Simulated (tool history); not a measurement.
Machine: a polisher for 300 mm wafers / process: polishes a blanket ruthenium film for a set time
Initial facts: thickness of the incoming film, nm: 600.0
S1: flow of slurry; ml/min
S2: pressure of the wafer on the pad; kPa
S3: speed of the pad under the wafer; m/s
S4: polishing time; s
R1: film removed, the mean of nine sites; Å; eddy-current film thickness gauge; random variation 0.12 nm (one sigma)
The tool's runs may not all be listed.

run  hour   S1    S2    S3  S4      R1
  1     0  240     9  0.86  42  320.17
  2   3.3  240     9  0.76  42  284.57
  3     4  240     9  0.76  42  282.29
  4   7.3  240   8.3  0.72  42   251.8
  5  14.9  240  10.3  0.72  42  307.29
  6  19.4  240   8.3  0.72  42  249.55
  7  21.5  240   7.6   0.7  42  225.11
  8  23.5  235   4.8  0.46  41  97.584
  9  30.9  245   5.5  0.46  41  110.95

Estimate the outcome of run 10 from the log above:
 10  38.3  255  5.5  0.46  41   ?

{"run 10": {"R1": 109.63}}

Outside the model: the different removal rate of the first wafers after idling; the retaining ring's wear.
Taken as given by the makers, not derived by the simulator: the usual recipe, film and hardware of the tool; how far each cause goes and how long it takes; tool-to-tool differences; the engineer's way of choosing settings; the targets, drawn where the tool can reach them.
